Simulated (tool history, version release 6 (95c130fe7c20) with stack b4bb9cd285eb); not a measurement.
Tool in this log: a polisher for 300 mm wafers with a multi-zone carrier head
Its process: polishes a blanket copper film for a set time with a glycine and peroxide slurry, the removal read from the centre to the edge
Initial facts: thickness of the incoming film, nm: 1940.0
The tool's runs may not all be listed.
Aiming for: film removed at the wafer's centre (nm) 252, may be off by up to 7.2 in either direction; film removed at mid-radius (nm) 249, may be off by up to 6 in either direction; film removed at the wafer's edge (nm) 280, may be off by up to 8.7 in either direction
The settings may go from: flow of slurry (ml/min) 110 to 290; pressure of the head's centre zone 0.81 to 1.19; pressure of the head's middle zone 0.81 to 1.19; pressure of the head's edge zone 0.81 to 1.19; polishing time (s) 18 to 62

| run | hour | flow of slurry (ml/min) | pressure of the head's centre zone | pressure of the head's middle zone | pressure of the head's edge zone | polishing time (s) | film removed at the wafer's centre (nm) | film removed at mid-radius (nm) | film removed at the wafer's edge (nm) |
|---|---|---|---|---|---|---|---|---|---|
| 1 | 0 | 185 | 1 | 1 | 1 | 40 | 210.73 | 202.11 | 199.45 |
| 2 | 3 | 185 | 1.05 | 1 | 1 | 40 | 219.24 | 204.42 | 200.48 |
| 3 | 4.9 | 190 | 1.02 | 0.99 | 1.05 | 42 | 221.39 | 210.96 | 218.16 |
| 4 | 11.8 | 205 | 1.02 | 0.99 | 1.08 | 43 | 230.76 | 218.47 | 227.76 |
| 5 | 19.7 | 235 | 1.02 | 0.99 | 1.08 | 43 | 236.57 | 220.82 | 230.33 |
| 6 | 28.5 | 235 | 1.07 | 0.99 | 1.08 | 43 | 249.45 | 223.01 | 230.77 |
| 7 | 35.5 | 230 | 1.05 | 0.99 | 1.11 | 44 | 252.42 | 225.07 | 236.07 |
| 8 | 43.8 | 235 | 1.02 | 0.99 | 1.13 | 45 | 245.34 | 234.74 | 246.46 |
| 9 | 45.2 | 240 | 1.01 | 0.98 | 1.14 | 46 | 246.58 | 236.77 | 251.25 |
| 10 | 50 | 240 | 1 | 0.97 | 1.15 | 47 | 254.85 | 238.82 | 256.9 |
| 11 | 54.7 | 240 | 0.98 | 0.96 | 1.16 | 48 | 253.44 | 242.74 | 266.94 |
| 12 | 56.2 | 240 | 0.97 | 0.96 | 1.17 | 48 | 248.66 | 244.34 | 269.44 |

Below are 5 possible settings for the next run. Only one of them brings all results inside the allowed miss of their targets. Which is it?
| A | 57.7 | 230 | 1.01 | 1.04 | 1.1 | 50 | ? | ? | ? |
| B | 57.7 | 220 | 1.05 | 0.95 | 1.16 | 48 | ? | ? | ? |
| C | 57.7 | 265 | 0.94 | 0.87 | 1.19 | 49 | ? | ? | ? |
| D | 57.7 | 230 | 0.98 | 0.94 | 1.18 | 50 | ? | ? | ? |
| E | 57.7 | 215 | 0.91 | 0.91 | 1.12 | 52 | ? | ? | ? |

| move | film removed at the wafer's centre (nm) | film removed at mid-radius (nm) | film removed at the wafer's edge (nm) |
|---|---|---|---|
| A | 271.3 | 270.96 | 271.64 |
| B | 269.19 | 239.74 | 267.3 |
| C | 251.11 | 232.15 | 280.99 |
| D | 263 | 248.84 | 282.01 |
| E | 251.65 | 250.11 | 283.99 |
A: brings the result that was furthest off to its target, and leaves another outside
B: further off than the last run
C: brings the result that was furthest off to its target, and leaves another outside
D: brings the result that was furthest off to its target, and leaves another outside
E: every result lands within tolerance
Go with E: it meets all targets.
